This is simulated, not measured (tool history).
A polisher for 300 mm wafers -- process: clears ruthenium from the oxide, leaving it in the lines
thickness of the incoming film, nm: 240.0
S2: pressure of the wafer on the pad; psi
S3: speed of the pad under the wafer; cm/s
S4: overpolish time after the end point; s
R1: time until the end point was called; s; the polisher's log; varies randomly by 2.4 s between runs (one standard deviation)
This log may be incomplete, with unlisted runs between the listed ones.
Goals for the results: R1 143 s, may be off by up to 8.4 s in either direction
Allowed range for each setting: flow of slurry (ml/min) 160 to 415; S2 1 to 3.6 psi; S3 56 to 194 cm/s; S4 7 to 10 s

Run 1, day 0: flow of slurry (ml/min) 265, S2 2.3 psi, S3 124 cm/s, S4 10 s. Result: R1 191.44 s.
Run 2, day 0.183: flow of slurry (ml/min) 320, S2 2.3 psi, S3 124 cm/s, S4 10 s. Result: R1 183.09 s.
Run 3, day 0.288: flow of slurry (ml/min) 320, S2 2.3 psi, S3 102 cm/s, S4 10 s. Result: R1 205.66 s.
Run 4, day 0.496: flow of slurry (ml/min) 320, S2 2.4 psi, S3 102 cm/s, S4 10 s. Result: R1 200.46 s.
Run 5, day 0.529: flow of slurry (ml/min) 265, S2 2.4 psi, S3 102 cm/s, S4 10 s. Result: R1 208.76 s.
Run 6, day 0.829: flow of slurry (ml/min) 205, S2 2.4 psi, S3 102 cm/s, S4 10 s. Result: R1 209.19 s.
Run 7, day 1.075: flow of slurry (ml/min) 205, S2 2.5 psi, S3 102 cm/s, S4 10 s. Result: R1 203.34 s.
Run 8, day 1.096: flow of slurry (ml/min) 205, S2 2.6 psi, S3 102 cm/s, S4 10 s. Result: R1 197.78 s.
Run 9, day 1.404: flow of slurry (ml/min) 205, S2 2.7 psi, S3 102 cm/s, S4 10 s. Result: R1 191.51 s.
Run 10, day 1.608: flow of slurry (ml/min) 205, S2 2.8 psi, S3 102 cm/s, S4 10 s. Result: R1 178.4 s.
Run 11, day 1.704: flow of slurry (ml/min) 205, S2 3.1 psi, S3 104 cm/s, S4 10 s. Result: R1 161.3 s.

Below are 5 possible settings for the next run. Only one of them brings all results inside the allowed miss of their targets. Which is it?
Run A, day 1.8: flow of slurry (ml/min) 265, S2 3.2 psi, S3 88 cm/s, S4 7 s. Result: R1 ?.
Run B, day 1.8: flow of slurry (ml/min) 250, S2 3.2 psi, S3 80 cm/s, S4 10 s. Result: R1 ?.
Run C, day 1.8: flow of slurry (ml/min) 190, S2 3.4 psi, S3 114 cm/s, S4 10 s. Result: R1 ?.
Run D, day 1.8: flow of slurry (ml/min) 180, S2 3.2 psi, S3 90 cm/s, S4 9 s. Result: R1 ?.
Run E, day 1.8: flow of slurry (ml/min) 190, S2 3.1 psi, S3 94 cm/s, S4 10 s. Result: R1 ?.

move      R1
   A  171.43
   B  182.73
   C  143.13
   D  178.47
   E  177.56
A: misses by more than the last run did
B: misses by more than the last run did
C: all results in spec
D: misses by more than the last run did
E: misses by more than the last run did
Go with C: it meets all targets.

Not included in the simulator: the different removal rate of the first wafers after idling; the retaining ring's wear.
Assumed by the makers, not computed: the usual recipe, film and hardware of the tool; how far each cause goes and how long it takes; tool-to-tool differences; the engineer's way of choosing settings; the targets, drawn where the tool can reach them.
